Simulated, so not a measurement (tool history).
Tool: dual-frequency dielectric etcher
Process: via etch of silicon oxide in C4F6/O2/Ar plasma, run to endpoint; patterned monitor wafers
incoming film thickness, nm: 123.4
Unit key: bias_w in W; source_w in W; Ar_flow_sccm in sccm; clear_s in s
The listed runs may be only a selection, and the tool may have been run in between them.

run,hour,bias_w,source_w,Ar_flow_sccm,clear_s
1,0,520,270,368,31.514
2,3.7,520,300,368,30.113
3,7,474,270,377,32.408
4,12,430,270,377,33.565
5,14.2,430,270,348,33.132
6,20.6,402,250,358,34.957
7,22.8,380,230,364,36.648

Run 8 is up next; what results do you expect?
8,24,364,220,369,?

Run 8 produced clear_s 37.867 s.
